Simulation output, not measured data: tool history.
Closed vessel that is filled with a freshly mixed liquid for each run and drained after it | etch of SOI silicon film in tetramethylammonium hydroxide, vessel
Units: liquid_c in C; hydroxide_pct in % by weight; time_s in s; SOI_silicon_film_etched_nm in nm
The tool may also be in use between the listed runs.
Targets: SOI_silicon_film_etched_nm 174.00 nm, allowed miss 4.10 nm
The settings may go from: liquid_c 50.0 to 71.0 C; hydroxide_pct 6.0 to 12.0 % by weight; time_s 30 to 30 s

Run 1, day 0.000: liquid_c 58.0 C, hydroxide_pct 8.0 % by weight, time_s 30 s. Result: SOI_silicon_film_etched_nm 110.45 nm.
Run 2, day 0.304: liquid_c 59.0 C, hydroxide_pct 8.0 % by weight, time_s 30 s. Result: SOI_silicon_film_etched_nm 117.90 nm.
Run 3, day 0.558: liquid_c 59.5 C, hydroxide_pct 8.0 % by weight, time_s 30 s. Result: SOI_silicon_film_etched_nm 122.62 nm.
Run 4, day 0.592: liquid_c 60.0 C, hydroxide_pct 8.0 % by weight, time_s 30 s. Result: SOI_silicon_film_etched_nm 125.60 nm.
Run 5, day 0.812: liquid_c 60.5 C, hydroxide_pct 8.0 % by weight, time_s 30 s. Result: SOI_silicon_film_etched_nm 130.63 nm.
Run 6, day 0.858: liquid_c 60.5 C, hydroxide_pct 9.0 % by weight, time_s 30 s. Result: SOI_silicon_film_etched_nm 125.34 nm.
Run 7, day 0.917: liquid_c 60.5 C, hydroxide_pct 9.0 % by weight, time_s 30 s. Result: SOI_silicon_film_etched_nm 125.43 nm.
Run 8, day 1.175: liquid_c 61.0 C, hydroxide_pct 9.0 % by weight, time_s 30 s. Result: SOI_silicon_film_etched_nm 128.85 nm.
At day 1.512: hydroxide flow meter replaced.
Run 9, day 1.512: liquid_c 61.5 C, hydroxide_pct 9.0 % by weight, time_s 30 s. Result: SOI_silicon_film_etched_nm 140.14 nm.
Run 10, day 1.758: liquid_c 62.0 C, hydroxide_pct 9.0 % by weight, time_s 30 s. Result: SOI_silicon_film_etched_nm 143.34 nm.
Run 11, day 2.129: liquid_c 62.5 C, hydroxide_pct 9.0 % by weight, time_s 30 s. Result: SOI_silicon_film_etched_nm 147.48 nm.

4 next moves are on the table. One of them brings every result within its allowed miss. Which?
Run A, day 2.500: liquid_c 61.5 C, hydroxide_pct 9.5 % by weight, time_s 30 s. Result: SOI_silicon_film_etched_nm ?.
Run B, day 2.500: liquid_c 65.5 C, hydroxide_pct 9.5 % by weight, time_s 30 s. Result: SOI_silicon_film_etched_nm ?.
Run C, day 2.500: liquid_c 65.0 C, hydroxide_pct 7.5 % by weight, time_s 30 s. Result: SOI_silicon_film_etched_nm ?.
Run D, day 2.500: liquid_c 59.5 C, hydroxide_pct 9.5 % by weight, time_s 30 s. Result: SOI_silicon_film_etched_nm ?.

move  SOI_silicon_film_etched_nm
   A                      137.07
   B                      174.95
   C                      183.76
   D                      121.04
A: further off than the last run
B: meets every target
C: takes the result that was furthest off past its target
D: further off than the last run
Answer: B

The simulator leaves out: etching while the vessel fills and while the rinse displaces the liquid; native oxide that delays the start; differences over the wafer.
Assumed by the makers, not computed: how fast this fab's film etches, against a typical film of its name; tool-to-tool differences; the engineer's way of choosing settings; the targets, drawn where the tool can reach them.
